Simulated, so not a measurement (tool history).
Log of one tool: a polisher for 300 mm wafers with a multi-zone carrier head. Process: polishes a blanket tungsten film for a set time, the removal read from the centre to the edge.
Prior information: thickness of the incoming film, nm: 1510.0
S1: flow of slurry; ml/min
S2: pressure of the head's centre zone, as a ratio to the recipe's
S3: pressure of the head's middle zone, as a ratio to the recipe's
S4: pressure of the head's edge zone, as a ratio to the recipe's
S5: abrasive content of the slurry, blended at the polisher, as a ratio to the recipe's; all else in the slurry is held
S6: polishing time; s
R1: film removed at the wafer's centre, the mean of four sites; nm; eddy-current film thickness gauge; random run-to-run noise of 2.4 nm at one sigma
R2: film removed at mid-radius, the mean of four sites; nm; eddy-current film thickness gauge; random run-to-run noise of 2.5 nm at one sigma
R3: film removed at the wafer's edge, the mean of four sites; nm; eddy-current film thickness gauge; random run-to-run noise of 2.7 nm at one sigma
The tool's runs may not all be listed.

run  hour   S1    S2    S3    S4    S5  S6      R1      R2      R3
  1     0  145     1     1     1     1  40  215.33  217.29  215.86
  2   6.6  145  0.92     1     1     1  40  195.91  214.71  216.84
  3   8.4  130  0.92     1     1     1  40  188.36  213.29  212.99
  4  15.2  130  0.92     1     1     1  34  162.11  180.84  182.51
  5  20.7  130  0.92     1     1     1  38  178.61  199.42  199.61
  6  25.2  155  0.91  1.05  1.03  1.05  38  190.45  221.38  209.67

Predict the results of run 7:
  7    26  165  0.89  1.06  1.07  1.15  38   ?   ?   ?

For run 7 the tool returned R1 193.45 nm, R2 235.53 nm, R3 223.25 nm.
